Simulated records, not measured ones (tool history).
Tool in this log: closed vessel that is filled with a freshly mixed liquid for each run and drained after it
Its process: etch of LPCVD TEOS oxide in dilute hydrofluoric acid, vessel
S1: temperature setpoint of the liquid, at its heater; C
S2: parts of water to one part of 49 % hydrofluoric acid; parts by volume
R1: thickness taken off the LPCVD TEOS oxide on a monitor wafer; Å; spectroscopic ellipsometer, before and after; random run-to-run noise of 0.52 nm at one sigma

Run 1, hour 0: S1 24 C, S2 200 parts by volume, time in the liquid (s) 85. Result: R1 201.96 Å.
Run 2, hour 2.8: S1 25 C, S2 185 parts by volume, time in the liquid (s) 85. Result: R1 230.99 Å.
Run 3, hour 9.4: S1 26 C, S2 170 parts by volume, time in the liquid (s) 85. Result: R1 265.08 Å.
Run 4, hour 14.8: S1 26 C, S2 125 parts by volume, time in the liquid (s) 85. Result: R1 378.9 Å.
Run 5, hour 19.4: S1 28 C, S2 125 parts by volume, time in the liquid (s) 85. Result: R1 414.13 Å.
Run 6, hour 28.4: S1 28 C, S2 155 parts by volume, time in the liquid (s) 85. Result: R1 318.97 Å.
Run 7, hour 31.7: S1 32 C, S2 90 parts by volume, time in the liquid (s) 85. Result: R1 690.6 Å.
Run 8, hour 40.1: S1 31.5 C, S2 90 parts by volume, time in the liquid (s) 85. Result: R1 676.32 Å.

Forecast run 9:
Run 9, hour 48.9: S1 31 C, S2 90 parts by volume, time in the liquid (s) 85. Result: R1 ?.

Run 9 produced R1 666.79 Å.

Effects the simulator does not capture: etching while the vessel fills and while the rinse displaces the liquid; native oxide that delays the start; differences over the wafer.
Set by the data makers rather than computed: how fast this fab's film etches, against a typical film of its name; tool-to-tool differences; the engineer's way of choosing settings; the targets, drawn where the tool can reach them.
